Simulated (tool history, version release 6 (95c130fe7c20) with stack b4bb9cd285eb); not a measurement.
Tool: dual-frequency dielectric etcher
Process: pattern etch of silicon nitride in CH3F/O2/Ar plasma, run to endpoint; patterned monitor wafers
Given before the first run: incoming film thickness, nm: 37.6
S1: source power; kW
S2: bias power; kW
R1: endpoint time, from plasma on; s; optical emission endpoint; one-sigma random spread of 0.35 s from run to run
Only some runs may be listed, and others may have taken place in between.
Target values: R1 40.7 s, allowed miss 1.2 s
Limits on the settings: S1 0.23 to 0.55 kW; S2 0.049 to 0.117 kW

run 1 hour=0 | S1=0.39 S2=0.083 | R1=48.085
run 2 hour=5.7 | S1=0.39 S2=0.075 | R1=49.424
run 3 hour=9.4 | S1=0.36 S2=0.075 | R1=51.907
run 4 hour=17.2 | S1=0.4 S2=0.075 | R1=49.253
run 5 hour=21 | S1=0.43 S2=0.078 | R1=47.408
run 6 hour=23.9 | S1=0.48 S2=0.078 | R1=45.078
run 7 hour=25 | S1=0.5 S2=0.08 | R1=43.729
run 8 hour=32.8 | S1=0.51 S2=0.082 | R1=44.024

Consider the 5 candidate settings below. Which is the only one whose results all fall within their allowed miss of target?
run A hour=40.6 | S1=0.51 S2=0.083 | R1=?
run B hour=40.6 | S1=0.5 S2=0.072 | R1=?
run C hour=40.6 | S1=0.55 S2=0.089 | R1=?
run D hour=40.6 | S1=0.39 S2=0.078 | R1=?
run E hour=40.6 | S1=0.44 S2=0.074 | R1=?

move=A R1=43.18
move=B R1=45.702
move=C R1=40.858
move=D R1=49.354
move=E R1=47.768
A: closes in on the targets versus the last run, not all within tolerance yet
B: lands further from the targets than the last run did
C: all results land within tolerance of their targets
D: lands further from the targets than the last run did
E: lands further from the targets than the last run did
Correct choice: C, which meets every target

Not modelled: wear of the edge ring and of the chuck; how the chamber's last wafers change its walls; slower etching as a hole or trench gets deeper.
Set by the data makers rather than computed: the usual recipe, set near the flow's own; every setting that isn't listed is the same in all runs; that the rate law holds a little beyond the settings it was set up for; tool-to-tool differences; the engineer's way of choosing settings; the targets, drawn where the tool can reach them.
